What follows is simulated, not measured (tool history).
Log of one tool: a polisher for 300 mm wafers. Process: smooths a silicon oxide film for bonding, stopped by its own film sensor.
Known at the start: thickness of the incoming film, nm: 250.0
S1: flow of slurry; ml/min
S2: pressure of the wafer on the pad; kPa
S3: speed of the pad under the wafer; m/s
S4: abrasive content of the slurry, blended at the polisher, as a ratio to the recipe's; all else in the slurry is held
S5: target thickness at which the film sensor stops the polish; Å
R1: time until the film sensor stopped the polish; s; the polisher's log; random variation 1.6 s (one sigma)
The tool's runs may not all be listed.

run 1 day=0.000 | S1=310 S2=13.8 S3=0.78 S4=1.0 S5=1680 | R1=119.61
run 2 day=0.125 | S1=310 S2=13.8 S3=0.86 S4=1.0 S5=1680 | R1=108.58
run 3 day=0.367 | S1=310 S2=13.1 S3=0.86 S4=1.0 S5=1680 | R1=115.09
run 4 day=0.675 | S1=310 S2=12.4 S3=0.86 S4=1.0 S5=1680 | R1=121.09
run 5 day=0.992 | S1=310 S2=11.7 S3=0.86 S4=1.0 S5=1680 | R1=129.67
run 6 day=1.267 | S1=340 S2=11.7 S3=0.86 S4=1.0 S5=1680 | R1=127.48
run 7 day=1.550 | S1=340 S2=11.7 S3=0.86 S4=1.0 S5=1680 | R1=127.56
run 8 day=1.642 | S1=340 S2=11.0 S3=0.86 S4=1.0 S5=1680 | R1=135.16
run 9 day=2.000 | S1=340 S2=10.3 S3=0.86 S4=1.0 S5=1680 | R1=143.98

Run 10 comes next. What will it give?
run 10 day=2.162 | S1=340 S2=9.7 S3=0.86 S4=1.0 S5=1680 | R1=?

R1: 154.00 s

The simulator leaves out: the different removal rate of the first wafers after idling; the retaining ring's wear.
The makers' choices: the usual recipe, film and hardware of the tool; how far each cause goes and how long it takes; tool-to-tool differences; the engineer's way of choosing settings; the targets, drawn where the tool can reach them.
